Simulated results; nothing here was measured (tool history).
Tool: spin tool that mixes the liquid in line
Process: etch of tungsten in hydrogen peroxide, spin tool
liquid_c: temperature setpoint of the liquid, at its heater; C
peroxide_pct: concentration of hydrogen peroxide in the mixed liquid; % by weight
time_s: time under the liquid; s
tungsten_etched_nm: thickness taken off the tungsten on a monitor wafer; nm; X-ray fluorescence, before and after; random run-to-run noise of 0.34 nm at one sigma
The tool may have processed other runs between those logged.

run,day,liquid_c,peroxide_pct,time_s,tungsten_etched_nm
1,0,43,22,55,49.782
2,0.304,46.5,22,55,62.221
3,0.45,40,22,55,40.89
4,0.558,44.5,22,55,54.387
5,0.821,44.5,22,60,59.667
6,1.167,40,22,60,44.99
7,1.221,42.5,22,60,52.521
8,1.354,44,22,60,57.685
9,1.421,45,22,60,61.696

Run 10 comes next. What will it give?
10,1.592,46,22,60,?

{"run 10": {"tungsten_etched_nm": 65.717}}

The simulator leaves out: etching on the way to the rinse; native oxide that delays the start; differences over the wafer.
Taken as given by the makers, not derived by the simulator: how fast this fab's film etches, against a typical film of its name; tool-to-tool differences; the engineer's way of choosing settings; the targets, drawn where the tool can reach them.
